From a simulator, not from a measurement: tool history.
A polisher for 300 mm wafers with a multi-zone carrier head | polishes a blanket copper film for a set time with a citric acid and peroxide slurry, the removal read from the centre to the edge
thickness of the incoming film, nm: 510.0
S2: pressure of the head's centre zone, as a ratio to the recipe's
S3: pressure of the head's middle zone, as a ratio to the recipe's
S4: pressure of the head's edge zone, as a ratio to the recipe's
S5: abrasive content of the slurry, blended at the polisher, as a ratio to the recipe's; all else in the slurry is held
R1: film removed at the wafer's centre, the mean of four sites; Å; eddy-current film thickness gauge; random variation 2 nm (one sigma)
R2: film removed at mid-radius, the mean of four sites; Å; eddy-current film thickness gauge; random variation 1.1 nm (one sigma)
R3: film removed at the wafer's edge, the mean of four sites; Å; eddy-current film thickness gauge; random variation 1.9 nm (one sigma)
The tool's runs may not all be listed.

run 1 hour=0 | flow_of_slurry_(ml/min)=320 S2=1 S3=1 S4=1 S5=1 polishing_time_(s)=53 | R1=1401.8 R2=1307 R3=1289.4
run 2 hour=2.8 | flow_of_slurry_(ml/min)=320 S2=0.96 S3=1 S4=1 S5=1 polishing_time_(s)=53 | R1=1315.9 R2=1303.9 R3=1308.1
run 3 hour=6.3 | flow_of_slurry_(ml/min)=275 S2=0.96 S3=1 S4=1 S5=1 polishing_time_(s)=53 | R1=1298.5 R2=1284 R3=1282.7
run 4 hour=13.7 | flow_of_slurry_(ml/min)=275 S2=0.92 S3=1 S4=1 S5=1 polishing_time_(s)=53 | R1=1221 R2=1274.1 R3=1268.9
run 5 hour=21.5 | flow_of_slurry_(ml/min)=275 S2=0.95 S3=1 S4=1 S5=1 polishing_time_(s)=53 | R1=1300.5 R2=1289 R3=1277.4
run 6 hour=26.1 | flow_of_slurry_(ml/min)=285 S2=0.94 S3=1.02 S4=1.02 S5=1.05 polishing_time_(s)=53 | R1=1302.6 R2=1316.6 R3=1294.3

The next listed run, before its measurement:
run 7 hour=27.8 | flow_of_slurry_(ml/min)=300 S2=0.92 S3=1.03 S4=1.03 S5=1.05 polishing_time_(s)=54 | R1=? R2=? R3=?

R1: 1260 Å
R2: 1352 Å
R3: 1330.9 Å

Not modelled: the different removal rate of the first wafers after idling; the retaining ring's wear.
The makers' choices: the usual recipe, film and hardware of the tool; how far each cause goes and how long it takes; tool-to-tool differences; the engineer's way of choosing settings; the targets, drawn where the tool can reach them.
